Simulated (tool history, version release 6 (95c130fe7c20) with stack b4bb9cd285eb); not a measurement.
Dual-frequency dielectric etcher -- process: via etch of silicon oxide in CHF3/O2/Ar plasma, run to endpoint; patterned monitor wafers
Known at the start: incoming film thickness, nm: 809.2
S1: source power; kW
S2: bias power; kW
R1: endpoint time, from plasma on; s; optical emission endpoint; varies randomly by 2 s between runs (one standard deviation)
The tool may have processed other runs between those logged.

run    day     S1     S2      R1
  1  0.000  0.860  0.132  373.27
  2  0.112  0.820  0.131  387.77
  3  0.429  0.820  0.147  376.24
  4  0.767  0.920  0.147  350.52
  5  0.958  0.920  0.124  368.02
  6  1.096  0.880  0.123  377.95
  7  1.262  0.850  0.122  384.61
  8  1.388  0.850  0.122  383.38
  9  1.500  0.820  0.121  396.00
 10  1.579  0.810  0.121  397.16
 11  1.662  0.800  0.121  401.85
 12  1.938  0.790  0.121  399.89

Predict the results of run 13:
 13  2.279  0.780  0.121   ?

{"run 13": {"R1": 407.02}}
